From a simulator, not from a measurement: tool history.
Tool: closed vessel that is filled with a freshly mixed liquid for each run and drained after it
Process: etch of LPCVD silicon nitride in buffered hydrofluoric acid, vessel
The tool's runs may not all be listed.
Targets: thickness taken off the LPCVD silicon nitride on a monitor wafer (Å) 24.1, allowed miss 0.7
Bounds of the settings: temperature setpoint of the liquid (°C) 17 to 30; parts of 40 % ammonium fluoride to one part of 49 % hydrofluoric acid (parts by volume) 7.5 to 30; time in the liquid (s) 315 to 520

run,day,temperature setpoint of the liquid (°C),parts of 40 % ammonium fluoride to one part of 49 % hydrofluoric acid (parts by volume),time in the liquid (s),thickness taken off the LPCVD silicon nitride on a monitor wafer (Å)
1,0,22,21,520,34.573
2,0.021,20.5,21,520,31.364
3,0.167,20,21,520,30.856
4,0.317,20,21,520,30.35
5,0.521,20,24.5,520,27.797
6,0.8,20,24.5,315,17.086
7,1.012,20.5,24.5,315,17.386
8,1.033,21.5,24.5,315,18.573
9,1.258,21.5,24.5,315,18.414
10,1.625,25.5,24,315,23.13

4 next moves are on the table. One of them brings every result within its allowed miss. Which?
A,1.992,25,25.5,315,?
B,1.992,27.5,28.5,315,?
C,1.992,24.5,23,315,?
D,1.992,22,28.5,445,?

move,thickness taken off the LPCVD silicon nitride on a monitor wafer (Å)
A,21.347
B,22.65
C,22.299
D,23.675
A: further off than the last run
B: further off than the last run
C: further off than the last run
D: meets every target
The right move is D.
